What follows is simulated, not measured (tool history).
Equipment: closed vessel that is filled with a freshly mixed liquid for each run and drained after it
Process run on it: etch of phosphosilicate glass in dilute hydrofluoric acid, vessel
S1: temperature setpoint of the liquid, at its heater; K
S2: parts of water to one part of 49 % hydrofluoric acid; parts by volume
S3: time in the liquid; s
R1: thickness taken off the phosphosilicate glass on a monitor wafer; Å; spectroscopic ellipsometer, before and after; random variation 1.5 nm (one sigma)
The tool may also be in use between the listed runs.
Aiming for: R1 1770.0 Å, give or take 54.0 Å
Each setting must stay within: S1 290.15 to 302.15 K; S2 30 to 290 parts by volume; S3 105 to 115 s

| run | hour | S1 | S2 | S3 | R1 |
|---|---|---|---|---|---|
| 1 | 0.0 | 294.15 | 160 | 105 | 1308.7 |
| 2 | 5.7 | 294.15 | 135 | 105 | 1545.5 |
| 3 | 14.0 | 294.15 | 165 | 105 | 1226.7 |
| 4 | 14.6 | 297.65 | 165 | 105 | 1412.6 |
| 5 | 17.9 | 300.15 | 165 | 105 | 1552.3 |
| 6 | 22.0 | 300.65 | 165 | 105 | 1576.4 |
|  | 24.4 | thermometer replaced |
| 7 | 24.4 | 301.15 | 160 | 105 | 1588.2 |
| 8 | 32.9 | 301.15 | 155 | 105 | 1684.9 |
| 9 | 38.8 | 301.65 | 155 | 105 | 1705.9 |

Next run, 5 choices. One meets every target within its allowed miss, the rest don't. Which?
| A | 44.7 | 302.15 | 170 | 110 | ? |
| B | 44.7 | 297.65 | 140 | 105 | ? |
| C | 44.7 | 299.15 | 145 | 110 | ? |
| D | 44.7 | 301.65 | 160 | 105 | ? |
| E | 44.7 | 302.15 | 160 | 105 | ? |

| move | R1 |
|---|---|
| A | 1633.7 |
| B | 1662.1 |
| C | 1769.2 |
| D | 1647.8 |
| E | 1677.8 |
A: further off than the last run
B: further off than the last run
C: all results in spec
D: further off than the last run
E: further off than the last run
C is the move that brings every result within its allowed miss.

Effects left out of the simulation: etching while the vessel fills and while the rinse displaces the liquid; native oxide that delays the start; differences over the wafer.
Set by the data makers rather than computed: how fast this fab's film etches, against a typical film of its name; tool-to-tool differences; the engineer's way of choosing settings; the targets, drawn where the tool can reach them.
